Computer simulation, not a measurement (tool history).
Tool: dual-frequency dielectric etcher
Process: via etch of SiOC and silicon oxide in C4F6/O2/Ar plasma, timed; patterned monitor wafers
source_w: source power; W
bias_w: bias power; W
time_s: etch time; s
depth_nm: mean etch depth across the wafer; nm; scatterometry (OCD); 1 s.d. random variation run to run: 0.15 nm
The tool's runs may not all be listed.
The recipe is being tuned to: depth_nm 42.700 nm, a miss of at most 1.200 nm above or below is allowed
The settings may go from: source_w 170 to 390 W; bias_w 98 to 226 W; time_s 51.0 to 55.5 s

run,hour,source_w,bias_w,time_s,depth_nm
1,0.0,280,162,55.5,52.636
2,1.9,280,162,51.0,48.256
3,5.7,300,162,51.0,50.012
4,8.3,300,174,51.0,51.633
5,10.7,300,174,55.5,55.843
6,14.9,350,174,55.5,60.998
7,16.9,290,142,52.0,47.501
8,20.3,230,134,51.5,40.186

Pick the move, out of 5, that brings all results within their allowed miss; only one does.
A,23.7,240,142,55.5,?
B,23.7,240,132,54.0,?
C,23.7,180,170,53.0,?
D,23.7,230,103,55.5,?
E,23.7,250,107,51.0,?

move,depth_nm
A,45.278
B,42.733
C,38.919
D,38.558
E,37.858
A: takes the biggest miss from the last run beyond its target
B: each result inside its tolerance
C: lands further from the targets than the last run did
D: lands further from the targets than the last run did
E: lands further from the targets than the last run did
Move B is the one to make.
